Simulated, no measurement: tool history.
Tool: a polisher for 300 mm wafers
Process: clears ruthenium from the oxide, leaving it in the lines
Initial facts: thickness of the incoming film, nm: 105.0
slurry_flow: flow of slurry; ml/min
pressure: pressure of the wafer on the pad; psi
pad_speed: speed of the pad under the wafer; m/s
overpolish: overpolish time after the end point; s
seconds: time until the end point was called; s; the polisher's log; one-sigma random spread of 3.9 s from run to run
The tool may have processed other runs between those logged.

run,hour,slurry_flow,pressure,pad_speed,overpolish,seconds
1,0.0,265,1.3,0.84,3,156.33
2,4.5,265,1.6,0.84,3,136.03
3,12.4,265,1.5,0.82,3,145.53
4,14.4,265,1.5,0.82,3,147.70
5,19.9,265,1.4,0.82,3,150.11
6,28.2,265,1.3,0.80,3,162.72

What will run 7 give?
7,36.6,265,1.2,0.80,3,?

{"run 7": {"seconds": 171.84}}

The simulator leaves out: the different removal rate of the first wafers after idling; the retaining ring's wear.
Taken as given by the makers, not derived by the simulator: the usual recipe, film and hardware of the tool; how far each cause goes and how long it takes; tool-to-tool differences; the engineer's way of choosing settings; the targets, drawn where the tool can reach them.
